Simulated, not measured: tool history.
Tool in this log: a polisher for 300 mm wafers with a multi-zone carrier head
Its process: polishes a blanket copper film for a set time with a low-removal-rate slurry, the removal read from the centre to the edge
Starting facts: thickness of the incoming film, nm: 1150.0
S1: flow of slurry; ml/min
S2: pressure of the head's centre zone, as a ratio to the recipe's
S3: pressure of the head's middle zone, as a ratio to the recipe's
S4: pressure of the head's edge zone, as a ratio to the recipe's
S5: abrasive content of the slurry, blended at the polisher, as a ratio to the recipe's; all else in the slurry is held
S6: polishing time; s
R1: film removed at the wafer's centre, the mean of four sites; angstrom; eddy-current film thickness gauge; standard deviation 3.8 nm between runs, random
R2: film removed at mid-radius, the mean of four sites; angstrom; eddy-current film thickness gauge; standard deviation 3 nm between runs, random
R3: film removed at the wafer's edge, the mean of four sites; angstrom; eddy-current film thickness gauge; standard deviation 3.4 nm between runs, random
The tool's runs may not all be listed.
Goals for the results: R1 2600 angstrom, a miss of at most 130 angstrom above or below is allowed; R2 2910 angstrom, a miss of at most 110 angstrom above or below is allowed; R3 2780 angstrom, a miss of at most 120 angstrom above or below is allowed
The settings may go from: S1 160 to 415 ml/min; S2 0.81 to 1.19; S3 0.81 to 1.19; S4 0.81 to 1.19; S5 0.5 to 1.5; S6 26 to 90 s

{"run": 1, "hour": 0.0, "S1": 265, "S2": 1, "S3": 1, "S4": 1, "S5": 1, "S6": 58, "R1": 2002.9, "R2": 1950.1, "R3": 2006.6}
{"run": 2, "hour": 2.5, "S1": 270, "S2": 1, "S3": 1.04, "S4": 1.03, "S5": 1.15, "S6": 61, "R1": 2140.6, "R2": 2136.8, "R3": 2160.9}
{"run": 3, "hour": 7.7, "S1": 275, "S2": 0.99, "S3": 1.07, "S4": 1.04, "S5": 1.25, "S6": 65, "R1": 2313.3, "R2": 2418.6, "R3": 2420.7}
{"run": 4, "hour": 10.5, "S1": 325, "S2": 0.99, "S3": 1.07, "S4": 1.04, "S5": 1.25, "S6": 65, "R1": 2439.3, "R2": 2419.1, "R3": 2406.6}
{"run": 5, "hour": 16.2, "S1": 325, "S2": 0.99, "S3": 1.07, "S4": 1.04, "S5": 1.25, "S6": 52, "R1": 1897.8, "R2": 1942.7, "R3": 1915.3}
{"run": 6, "hour": 17.9, "S1": 325, "S2": 0.99, "S3": 1.07, "S4": 1.04, "S5": 1.15, "S6": 52, "R1": 1808.8, "R2": 1912.6, "R3": 1934.3}
{"run": 7, "hour": 20.6, "S1": 320, "S2": 0.99, "S3": 1.1, "S4": 1.05, "S5": 1.2, "S6": 58, "R1": 2053.2, "R2": 2211.3, "R3": 2156}
{"run": 8, "hour": 21.7, "S1": 315, "S2": 0.99, "S3": 1.12, "S4": 1.07, "S5": 1.25, "S6": 62, "R1": 2220.5, "R2": 2470.4, "R3": 2311.1}
{"run": 9, "hour": 26.7, "S1": 335, "S2": 0.97, "S3": 1.08, "S4": 1.16, "S5": 1.5, "S6": 70, "R1": 2573.7, "R2": 2752.7, "R3": 2873.8}
{"run": 10, "hour": 31.1, "S1": 335, "S2": 0.97, "S3": 1.1, "S4": 1.15, "S5": 1.5, "S6": 70, "R1": 2572, "R2": 2775.9, "R3": 2818.7}

Exactly one of the 4 candidate moves below puts every result within its allowed miss. Which one?
{"run": "A", "hour": 35.5, "S1": 290, "S2": 1.13, "S3": 1.05, "S4": 1.11, "S5": 1.5, "S6": 70, "R1": "?", "R2": "?", "R3": "?"}
{"run": "B", "hour": 35.5, "S1": 280, "S2": 0.86, "S3": 1.14, "S4": 1.14, "S5": 1.5, "S6": 71, "R1": "?", "R2": "?", "R3": "?"}
{"run": "C", "hour": 35.5, "S1": 325, "S2": 1.02, "S3": 1.04, "S4": 1.15, "S5": 1.5, "S6": 68, "R1": "?", "R2": "?", "R3": "?"}
{"run": "D", "hour": 35.5, "S1": 345, "S2": 0.93, "S3": 1.13, "S4": 1.08, "S5": 1.5, "S6": 71, "R1": "?", "R2": "?", "R3": "?"}

move=A R1=2911.7 R2=2617.4 R3=2693.7
move=B R1=2375.3 R2=2842.3 R3=2759.7
move=C R1=2633.8 R2=2547.9 R3=2685
move=D R1=2572.8 R2=2870.9 R3=2722
A: lands further from the targets than the last run did
B: the worst result of the last run now meets its target, but another is out of spec
C: lands further from the targets than the last run did
D: every result lands within tolerance
The right move is D.

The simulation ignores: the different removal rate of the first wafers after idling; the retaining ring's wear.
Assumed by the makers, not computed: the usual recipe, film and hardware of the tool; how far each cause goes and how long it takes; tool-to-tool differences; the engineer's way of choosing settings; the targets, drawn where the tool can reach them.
